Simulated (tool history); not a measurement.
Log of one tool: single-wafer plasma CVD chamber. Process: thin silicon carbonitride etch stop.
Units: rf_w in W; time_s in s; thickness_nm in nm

run  hour  rf_w  time_s  thickness_nm
  1     0   230    25.3        14.108
  2   6.4   225    24.7        13.619
  3   9.4   220    24.2        13.236
  4  10.9   215    23.8        12.904
  5  11.6   225    23.8        13.162
  6  17.6   220    23.5        12.995
  7  18.5   215    23.1        12.526
  8  19.9   210    22.9        12.473
  9  22.3   205    22.6        12.191
 10  24.6   200    22.4        11.929

Forecast run 11:
 11    27   195    22.3             ?

thickness_nm: 11.816 nm
